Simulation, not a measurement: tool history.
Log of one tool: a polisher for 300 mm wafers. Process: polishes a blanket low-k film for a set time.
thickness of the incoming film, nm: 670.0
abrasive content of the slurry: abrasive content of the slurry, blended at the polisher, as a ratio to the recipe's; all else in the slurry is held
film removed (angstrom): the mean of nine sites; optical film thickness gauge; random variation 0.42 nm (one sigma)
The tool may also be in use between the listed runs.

run,hour,flow of slurry (ml/min),pressure of the wafer on the pad (kPa),speed of the pad under the wafer (m/s),abrasive content of the slurry,polishing time (s),film removed (angstrom)
1,0,285,8.3,0.78,1,107,184.18
2,1.1,285,9,0.8,1,107,206.5
3,10.1,285,9,0.8,1,113,217.39
4,15.2,285,9.7,0.8,1,113,235.65
5,21.1,355,9.7,0.8,1,113,235.17
6,21.9,355,11,0.8,1,113,275.79

The next listed run, before its measurement:
7,30.7,355,11.7,0.84,1,113,?

film removed (angstrom): 295.31
